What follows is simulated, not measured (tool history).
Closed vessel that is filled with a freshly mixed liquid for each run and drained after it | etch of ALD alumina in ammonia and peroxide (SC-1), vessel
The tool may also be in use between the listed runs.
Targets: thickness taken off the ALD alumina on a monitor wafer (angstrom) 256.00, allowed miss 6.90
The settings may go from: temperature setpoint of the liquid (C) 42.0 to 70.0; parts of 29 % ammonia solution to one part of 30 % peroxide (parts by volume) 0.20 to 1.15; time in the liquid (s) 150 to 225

run    day  temperature setpoint of the liquid (C)  parts of 29 % ammonia solution to one part of 30 % peroxide (parts by volume)  time in the liquid (s)  thickness taken off the ALD alumina on a monitor wafer (angstrom)
  1  0.000                                    58.0                                                                           0.65                     225                                                             180.16
  2  0.071                                    58.0                                                                           0.65                     225                                                             181.39
  3  0.092                                    58.0                                                                           0.50                     225                                                             177.43
  4  0.358                                    58.0                                                                           0.60                     225                                                             178.61
  5  0.642                                    60.5                                                                           0.60                     225                                                             206.65
  6  0.796                                    60.5                                                                           0.60                     225                                                             203.94
  7  1.071                                    62.0                                                                           0.60                     225                                                             220.71
  8  1.238                                    62.0                                                                           0.60                     225                                                             219.08

5 next moves are on the table. One of them brings every result within its allowed miss. Which?
  A  1.404                                    65.5                                                                           0.45                     225                                                                  ?
  B  1.404                                    60.5                                                                           0.55                     225                                                                  ?
  C  1.404                                    66.5                                                                           0.55                     225                                                                  ?
  D  1.404                                    68.0                                                                           0.55                     150                                                                  ?
  E  1.404                                    66.0                                                                           0.60                     225                                                                  ?

move  thickness taken off the ALD alumina on a monitor wafer (angstrom)
   A                                                             255.14
   B                                                             202.20
   C                                                             273.13
   D                                                             195.94
   E                                                             268.69
A: meets every target
B: further off than the last run
C: takes the result that was furthest off past its target
D: further off than the last run
E: takes the result that was furthest off past its target
The right move is A.
